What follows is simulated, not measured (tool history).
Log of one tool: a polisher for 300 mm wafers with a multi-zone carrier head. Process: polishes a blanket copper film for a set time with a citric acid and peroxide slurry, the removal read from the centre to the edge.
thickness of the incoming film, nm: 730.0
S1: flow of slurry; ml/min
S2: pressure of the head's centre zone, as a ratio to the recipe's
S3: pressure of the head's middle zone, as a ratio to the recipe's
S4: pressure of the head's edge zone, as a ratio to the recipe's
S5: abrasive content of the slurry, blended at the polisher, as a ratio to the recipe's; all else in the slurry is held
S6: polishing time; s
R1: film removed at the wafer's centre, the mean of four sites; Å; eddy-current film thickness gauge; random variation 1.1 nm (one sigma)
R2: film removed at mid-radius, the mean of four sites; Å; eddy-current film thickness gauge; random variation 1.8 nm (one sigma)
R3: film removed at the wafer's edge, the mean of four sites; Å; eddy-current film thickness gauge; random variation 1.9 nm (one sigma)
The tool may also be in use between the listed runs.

Run 1, hour 0: S1 270 ml/min, S2 1, S3 1, S4 1, S5 1, S6 55 s. Result: R1 2108.9 Å, R2 2166 Å, R3 2094.1 Å.
Run 2, hour 6.2: S1 275 ml/min, S2 1.01, S3 0.98, S4 0.97, S5 0.9, S6 51 s. Result: R1 1950.2 Å, R2 1906.6 Å, R3 1903.9 Å.
Run 3, hour 7.1: S1 280 ml/min, S2 1.02, S3 0.99, S4 0.94, S5 0.8, S6 47 s. Result: R1 1751.5 Å, R2 1741.7 Å, R3 1736 Å.
Run 4, hour 10.1: S1 235 ml/min, S2 1.02, S3 0.99, S4 0.94, S5 0.8, S6 47 s. Result: R1 1719.5 Å, R2 1695.7 Å, R3 1641.2 Å.
Run 5, hour 16.5: S1 235 ml/min, S2 1.02, S3 0.99, S4 0.94, S5 0.9, S6 47 s. Result: R1 1744.2 Å, R2 1735.1 Å, R3 1694 Å.
Run 6, hour 23.8: S1 220 ml/min, S2 1.03, S3 0.99, S4 0.91, S5 0.8, S6 46 s. Result: R1 1671.2 Å, R2 1636.8 Å, R3 1546.3 Å.
Run 7, hour 28.2: S1 210 ml/min, S2 1.02, S3 0.97, S4 0.89, S5 0.75, S6 46 s. Result: R1 1611.2 Å, R2 1621 Å, R3 1516.9 Å.
Run 8, hour 30.4: S1 200 ml/min, S2 1.03, S3 0.95, S4 0.88, S5 0.7, S6 45 s. Result: R1 1541.9 Å, R2 1503.8 Å, R3 1437 Å.

Run 9 comes next. What will it give?
Run 9, hour 34.4: S1 190 ml/min, S2 1.04, S3 0.94, S4 0.87, S5 0.65, S6 45 s. Result: R1 ?, R2 ?, R3 ?.

{"run 9": {"R1": 1529.9, "R2": 1455.3, "R3": 1412.8}}

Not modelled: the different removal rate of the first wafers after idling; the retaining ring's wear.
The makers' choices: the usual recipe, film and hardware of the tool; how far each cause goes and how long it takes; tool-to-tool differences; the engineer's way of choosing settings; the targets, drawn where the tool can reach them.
